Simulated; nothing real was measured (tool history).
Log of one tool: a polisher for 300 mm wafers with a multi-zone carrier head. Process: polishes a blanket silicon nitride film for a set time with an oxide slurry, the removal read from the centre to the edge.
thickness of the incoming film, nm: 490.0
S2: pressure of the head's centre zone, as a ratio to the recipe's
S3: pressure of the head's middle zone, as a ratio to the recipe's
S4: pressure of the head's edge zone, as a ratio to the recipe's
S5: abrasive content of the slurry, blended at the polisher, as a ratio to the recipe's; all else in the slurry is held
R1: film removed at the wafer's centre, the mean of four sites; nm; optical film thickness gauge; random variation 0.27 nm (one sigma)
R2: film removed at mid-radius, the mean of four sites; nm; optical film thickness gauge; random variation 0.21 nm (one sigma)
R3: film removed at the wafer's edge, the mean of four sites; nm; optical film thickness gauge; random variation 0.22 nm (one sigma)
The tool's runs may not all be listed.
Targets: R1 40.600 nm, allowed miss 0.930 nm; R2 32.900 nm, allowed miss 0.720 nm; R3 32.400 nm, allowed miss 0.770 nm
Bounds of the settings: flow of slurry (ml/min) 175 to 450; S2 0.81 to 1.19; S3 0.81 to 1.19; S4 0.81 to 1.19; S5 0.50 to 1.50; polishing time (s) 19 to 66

{"run": 1, "hour": 0.0, "flow of slurry (ml/min)": 290, "S2": 1.0, "S3": 1.0, "S4": 1.0, "S5": 1.0, "polishing time (s)": 42, "R1": 29.846, "R2": 29.043, "R3": 29.09}
{"run": 2, "hour": 3.3, "flow of slurry (ml/min)": 290, "S2": 1.0, "S3": 1.0, "S4": 1.0, "S5": 1.1, "polishing time (s)": 42, "R1": 31.075, "R2": 30.491, "R3": 30.386}
{"run": 3, "hour": 4.3, "flow of slurry (ml/min)": 305, "S2": 1.03, "S3": 1.0, "S4": 1.01, "S5": 1.1, "polishing time (s)": 42, "R1": 32.231, "R2": 30.356, "R3": 30.945}
{"run": 4, "hour": 10.0, "flow of slurry (ml/min)": 315, "S2": 1.06, "S3": 1.01, "S4": 1.0, "S5": 1.1, "polishing time (s)": 42, "R1": 33.097, "R2": 30.288, "R3": 30.826}
{"run": 5, "hour": 15.9, "flow of slurry (ml/min)": 325, "S2": 1.08, "S3": 1.02, "S4": 0.98, "S5": 1.15, "polishing time (s)": 42, "R1": 34.618, "R2": 31.46, "R3": 30.888}
{"run": 6, "hour": 24.3, "flow of slurry (ml/min)": 325, "S2": 1.08, "S3": 1.02, "S4": 0.98, "S5": 1.05, "polishing time (s)": 42, "R1": 33.294, "R2": 30.497, "R3": 30.013}
{"run": 7, "hour": 26.8, "flow of slurry (ml/min)": 335, "S2": 1.1, "S3": 1.02, "S4": 0.98, "S5": 1.1, "polishing time (s)": 42, "R1": 34.513, "R2": 30.885, "R3": 30.736}
{"run": 8, "hour": 31.3, "flow of slurry (ml/min)": 390, "S2": 1.19, "S3": 1.03, "S4": 0.92, "S5": 1.25, "polishing time (s)": 42, "R1": 40.027, "R2": 33.349, "R3": 31.696}

4 next moves are on the table. One of them brings every result within its allowed miss. Which?
{"run": "A", "hour": 35.8, "flow of slurry (ml/min)": 415, "S2": 1.19, "S3": 0.99, "S4": 0.94, "S5": 1.3, "polishing time (s)": 42, "R1": "?", "R2": "?", "R3": "?"}
{"run": "B", "hour": 35.8, "flow of slurry (ml/min)": 370, "S2": 1.19, "S3": 1.06, "S4": 0.92, "S5": 1.2, "polishing time (s)": 43, "R1": "?", "R2": "?", "R3": "?"}
{"run": "C", "hour": 35.8, "flow of slurry (ml/min)": 350, "S2": 1.18, "S3": 1.04, "S4": 0.96, "S5": 1.15, "polishing time (s)": 43, "R1": "?", "R2": "?", "R3": "?"}
{"run": "D", "hour": 35.8, "flow of slurry (ml/min)": 440, "S2": 1.16, "S3": 1.04, "S4": 0.86, "S5": 1.3, "polishing time (s)": 43, "R1": "?", "R2": "?", "R3": "?"}

move=A R1=40.564 R2=32.962 R3=32.458
move=B R1=39.954 R2=34.409 R3=31.739
move=C R1=38.783 R2=33.157 R3=31.627
move=D R1=40.654 R2=35.313 R3=32.216
A: meets every target
B: brings the result that was furthest off to its target, and leaves another outside
C: further off than the last run
D: brings the result that was furthest off to its target, and leaves another outside
Move A is the one to make.

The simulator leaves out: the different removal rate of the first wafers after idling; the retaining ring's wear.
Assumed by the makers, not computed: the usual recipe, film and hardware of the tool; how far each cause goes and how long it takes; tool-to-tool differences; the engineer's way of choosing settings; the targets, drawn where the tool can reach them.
